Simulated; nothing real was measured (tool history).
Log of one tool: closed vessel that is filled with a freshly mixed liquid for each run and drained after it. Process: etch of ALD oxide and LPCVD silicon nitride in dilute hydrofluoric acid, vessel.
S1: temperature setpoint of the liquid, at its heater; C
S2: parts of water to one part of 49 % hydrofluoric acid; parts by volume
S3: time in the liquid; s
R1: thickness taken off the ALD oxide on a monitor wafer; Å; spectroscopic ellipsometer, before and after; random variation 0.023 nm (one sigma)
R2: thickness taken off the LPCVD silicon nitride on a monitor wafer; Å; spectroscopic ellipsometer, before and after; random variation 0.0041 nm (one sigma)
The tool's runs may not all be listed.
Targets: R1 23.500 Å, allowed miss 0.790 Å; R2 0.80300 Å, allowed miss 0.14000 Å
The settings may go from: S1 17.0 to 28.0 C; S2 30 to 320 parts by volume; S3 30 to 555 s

run	hour	S1	S2	S3	R1	R2
1	0.0	20.0	175	285	176.860	6.28680
2	6.4	20.0	225	285	131.000	4.88780
3	8.0	18.5	225	285	126.870	4.41550
4	10.2	18.0	255	205	76.259	2.94260
5	16.8	18.0	255	160	59.007	2.13830
6	19.9	18.0	210	160	76.105	2.82800
7	26.4	18.0	210	160	74.563	2.60170
8	29.9	17.5	240	120	46.181	1.63420
9	35.1	17.5	265	110	38.289	1.33250
10	43.7	17.0	320	70	18.758	0.73070
11	45.3	17.5	315	65	17.854	0.69104
12	53.0	17.5	305	65	18.922	0.64197
13	59.8	17.5	300	65	18.803	0.71620
14	67.1	17.5	290	65	19.874	0.72824
15	72.8	17.5	285	65	20.325	0.68250
16	81.1	20.0	270	60	22.032	0.90361
17	82.0	19.0	270	60	21.342	0.85695
18	89.2	18.5	270	60	21.007	0.82979
19	93.9	18.0	270	60	20.697	0.71664
20	99.4	18.0	265	60	21.114	0.71938
21	107.5	18.5	260	60	22.098	0.80132
22	113.1	18.0	260	60	21.983	0.76458
23	118.6	18.0	255	60	22.277	0.81392

4 next moves are on the table. One of them brings every result within its allowed miss. Which?
A	124.1	22.5	295	55	?	?
B	124.1	28.0	320	60	?	?
C	124.1	17.0	285	75	?	?
D	124.1	25.5	320	60	?	?

move	R1	R2
A	19.750	0.78646
B	23.366	1.10100
C	22.971	0.78030
D	21.508	0.95012
A: further off than the last run
B: brings the result that was furthest off to its target, and leaves another outside
C: meets every target
D: further off than the last run
Answer: C
